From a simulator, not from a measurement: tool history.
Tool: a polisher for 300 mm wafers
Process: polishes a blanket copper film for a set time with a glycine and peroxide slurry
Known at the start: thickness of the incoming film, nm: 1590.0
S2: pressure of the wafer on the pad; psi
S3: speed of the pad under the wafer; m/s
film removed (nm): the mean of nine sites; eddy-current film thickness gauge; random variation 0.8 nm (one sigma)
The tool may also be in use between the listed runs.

Run 1, hour 0.0: flow of slurry (ml/min) 270, S2 2.9 psi, S3 0.98 m/s, polishing time (s) 29. Result: film removed (nm) 136.420.
Run 2, hour 3.3: flow of slurry (ml/min) 270, S2 2.9 psi, S3 0.98 m/s, polishing time (s) 26. Result: film removed (nm) 120.790.
Run 3, hour 5.2: flow of slurry (ml/min) 270, S2 2.5 psi, S3 0.96 m/s, polishing time (s) 26. Result: film removed (nm) 107.930.
Run 4, hour 6.7: flow of slurry (ml/min) 270, S2 3.2 psi, S3 0.96 m/s, polishing time (s) 26. Result: film removed (nm) 129.820.
Run 5, hour 13.2: flow of slurry (ml/min) 270, S2 2.7 psi, S3 0.92 m/s, polishing time (s) 26. Result: film removed (nm) 110.950.
Run 6, hour 18.8: flow of slurry (ml/min) 270, S2 3.4 psi, S3 0.92 m/s, polishing time (s) 26. Result: film removed (nm) 134.400.
Run 7, hour 24.9: flow of slurry (ml/min) 270, S2 2.9 psi, S3 0.90 m/s, polishing time (s) 26. Result: film removed (nm) 114.180.

Forecast run 8:
Run 8, hour 32.0: flow of slurry (ml/min) 270, S2 2.5 psi, S3 0.88 m/s, polishing time (s) 26. Result: film removed (nm) ?.

film removed (nm): 99.778
